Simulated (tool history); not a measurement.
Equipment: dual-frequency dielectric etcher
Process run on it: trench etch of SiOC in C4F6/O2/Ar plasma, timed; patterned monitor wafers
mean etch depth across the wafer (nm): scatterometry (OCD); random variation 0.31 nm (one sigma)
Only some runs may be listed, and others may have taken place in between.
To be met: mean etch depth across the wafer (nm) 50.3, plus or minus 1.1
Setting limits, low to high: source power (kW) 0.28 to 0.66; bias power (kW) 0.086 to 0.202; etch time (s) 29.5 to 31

run  hour  source power (kW)  bias power (kW)  etch time (s)  mean etch depth across the wafer (nm)
  1     0               0.47            0.144           29.5                                 57.382
  2   0.6               0.43             0.14           29.5                                 53.989
  3   6.5               0.43             0.14             31                                 55.689
  4  11.8               0.43             0.14             31                                 56.436
  5  15.3                0.4            0.139             31                                 53.496
  6  16.9                0.4            0.139             31                                  53.63
  7  21.7               0.39            0.138             31                                 52.219
  8  24.8               0.38            0.138             31                                 51.206

Which single option among these 4 for the next run brings every result within its allowed miss of target? Just one does.
  A  27.9               0.43            0.111             31                                      ?
  B  27.9               0.45            0.116             30                                      ?
  C  27.9               0.37            0.136             31                                      ?
  D  27.9               0.39            0.142           30.5                                      ?

move  mean etch depth across the wafer (nm)
   A                                 52.731
   B                                 53.367
   C                                 50.793
   D                                 52.704
A: lands further from the targets than the last run did
B: lands further from the targets than the last run did
C: each result inside its tolerance
D: lands further from the targets than the last run did
The move that meets every target is C.

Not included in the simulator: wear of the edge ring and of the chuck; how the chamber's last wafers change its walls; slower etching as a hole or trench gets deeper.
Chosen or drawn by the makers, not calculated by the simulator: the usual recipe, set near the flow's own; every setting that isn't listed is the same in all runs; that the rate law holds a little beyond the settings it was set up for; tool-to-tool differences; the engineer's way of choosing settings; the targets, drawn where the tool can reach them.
